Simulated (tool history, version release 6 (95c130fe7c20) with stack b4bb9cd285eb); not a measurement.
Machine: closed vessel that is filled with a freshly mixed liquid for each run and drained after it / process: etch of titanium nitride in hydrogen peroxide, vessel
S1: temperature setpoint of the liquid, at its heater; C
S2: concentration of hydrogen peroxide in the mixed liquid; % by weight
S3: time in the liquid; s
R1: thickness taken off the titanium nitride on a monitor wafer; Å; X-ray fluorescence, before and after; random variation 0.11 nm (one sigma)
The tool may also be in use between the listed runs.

run 1 hour=0.0 | S1=46.0 S2=15 S3=150 | R1=98.774
run 2 hour=7.3 | S1=48.5 S2=15 S3=150 | R1=118.940
run 3 hour=9.2 | S1=50.5 S2=15 S3=150 | R1=136.940
run 4 hour=13.6 | S1=56.5 S2=15 S3=150 | R1=209.600
run 5 hour=17.8 | S1=62.0 S2=15 S3=150 | R1=302.560
run 6 hour=21.4 | S1=62.0 S2=15 S3=150 | R1=305.880
run 7 hour=24.2 | S1=61.0 S2=15 S3=150 | R1=282.530
run 8 hour=32.3 | S1=60.5 S2=15 S3=150 | R1=272.860

Forecast run 9:
run 9 hour=36.6 | S1=60.0 S2=15 S3=150 | R1=?

Logged for run 9: R1 266.700 Å.

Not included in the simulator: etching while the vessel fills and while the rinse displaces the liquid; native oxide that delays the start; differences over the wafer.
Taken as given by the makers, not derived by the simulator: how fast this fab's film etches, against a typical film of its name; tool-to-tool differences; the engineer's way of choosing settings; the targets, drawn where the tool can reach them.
